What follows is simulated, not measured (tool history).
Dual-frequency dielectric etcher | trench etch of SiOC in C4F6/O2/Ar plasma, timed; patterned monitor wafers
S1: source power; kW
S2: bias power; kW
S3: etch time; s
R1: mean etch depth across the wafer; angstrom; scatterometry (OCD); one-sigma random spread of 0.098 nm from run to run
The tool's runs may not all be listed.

{"run": 1, "hour": 0.0, "S1": 0.35, "S2": 0.189, "S3": 11.5, "R1": 224.9}
{"run": 2, "hour": 4.4, "S1": 0.35, "S2": 0.156, "S3": 11.5, "R1": 213.68}
{"run": 3, "hour": 8.8, "S1": 0.35, "S2": 0.156, "S3": 11.5, "R1": 214.28}
{"run": 4, "hour": 16.5, "S1": 0.3, "S2": 0.156, "S3": 11.5, "R1": 205.93}
{"run": 5, "hour": 23.6, "S1": 0.3, "S2": 0.156, "S3": 11.5, "R1": 206.04}
{"run": 6, "hour": 24.5, "S1": 0.3, "S2": 0.156, "S3": 11.5, "R1": 205.82}
{"run": 7, "hour": 30.2, "S1": 0.35, "S2": 0.17, "S3": 11.5, "R1": 218.84}
{"run": 8, "hour": 33.6, "S1": 0.38, "S2": 0.18, "S3": 11.5, "R1": 227.2}

Expected results for the next run?
{"run": 9, "hour": 39.4, "S1": 0.41, "S2": 0.187, "S3": 11.5, "R1": "?"}

R1: 233.75 angstrom
